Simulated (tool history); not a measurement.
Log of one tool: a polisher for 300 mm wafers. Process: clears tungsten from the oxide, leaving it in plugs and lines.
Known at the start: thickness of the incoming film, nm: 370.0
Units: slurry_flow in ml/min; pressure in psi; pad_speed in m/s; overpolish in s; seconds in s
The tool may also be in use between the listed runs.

run	hour	slurry_flow	pressure	pad_speed	slurry_solids	overpolish	seconds
1	0	240	2.5	1.06	1	4	133.25
2	3.5	240	2.5	1.06	1.1	4	127.54
3	12.4	240	2.7	1.06	1.1	4	116.42
4	19	240	2.7	0.84	1.1	4	146.81
# hour 26.8: worn pad replaced by a new one
5	26.8	240	2.6	0.84	1.1	4	141.51
6	34.6	240	2.6	0.84	1.1	4	138.38
7	41.9	240	2.5	0.82	1.1	4	147.99
8	49.2	240	2.4	0.82	1.1	4	157.9
9	51.2	240	2.3	0.82	1.1	4	161.45

The next listed run, before its measurement:
10	58.8	240	2.2	0.82	1.1	4	?

{"run 10": {"seconds": 168.75}}
